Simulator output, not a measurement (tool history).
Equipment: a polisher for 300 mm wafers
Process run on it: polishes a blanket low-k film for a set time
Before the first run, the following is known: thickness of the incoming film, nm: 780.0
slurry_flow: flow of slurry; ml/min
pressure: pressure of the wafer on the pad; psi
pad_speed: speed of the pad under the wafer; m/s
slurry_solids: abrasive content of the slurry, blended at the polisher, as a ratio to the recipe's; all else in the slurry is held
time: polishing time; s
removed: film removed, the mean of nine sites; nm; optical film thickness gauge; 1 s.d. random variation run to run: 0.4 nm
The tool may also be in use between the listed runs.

Run 1, hour 0.0: slurry_flow 195 ml/min, pressure 2.3 psi, pad_speed 1.26 m/s, slurry_solids 1.00, time 99 s. Result: removed 49.767 nm.
Run 2, hour 3.2: slurry_flow 195 ml/min, pressure 2.3 psi, pad_speed 1.26 m/s, slurry_solids 1.15, time 99 s. Result: removed 53.606 nm.
Run 3, hour 8.9: slurry_flow 195 ml/min, pressure 2.3 psi, pad_speed 1.26 m/s, slurry_solids 1.15, time 104 s. Result: removed 56.720 nm.
Run 4, hour 11.7: slurry_flow 195 ml/min, pressure 2.3 psi, pad_speed 1.26 m/s, slurry_solids 1.05, time 104 s. Result: removed 53.954 nm.
Run 5, hour 13.9: slurry_flow 195 ml/min, pressure 2.3 psi, pad_speed 1.56 m/s, slurry_solids 1.05, time 104 s. Result: removed 61.575 nm.
Run 6, hour 16.8: slurry_flow 195 ml/min, pressure 1.8 psi, pad_speed 1.56 m/s, slurry_solids 1.05, time 104 s. Result: removed 48.696 nm.
Run 7, hour 23.7: slurry_flow 195 ml/min, pressure 1.8 psi, pad_speed 1.56 m/s, slurry_solids 1.05, time 104 s. Result: removed 49.697 nm.
Run 8, hour 30.8: slurry_flow 195 ml/min, pressure 1.6 psi, pad_speed 1.56 m/s, slurry_solids 1.05, time 104 s. Result: removed 43.701 nm.

Expected results for the next run?
Run 9, hour 31.7: slurry_flow 190 ml/min, pressure 1.2 psi, pad_speed 1.54 m/s, slurry_solids 1.05, time 104 s. Result: removed ?.

{"run 9": {"removed": 33.054}}

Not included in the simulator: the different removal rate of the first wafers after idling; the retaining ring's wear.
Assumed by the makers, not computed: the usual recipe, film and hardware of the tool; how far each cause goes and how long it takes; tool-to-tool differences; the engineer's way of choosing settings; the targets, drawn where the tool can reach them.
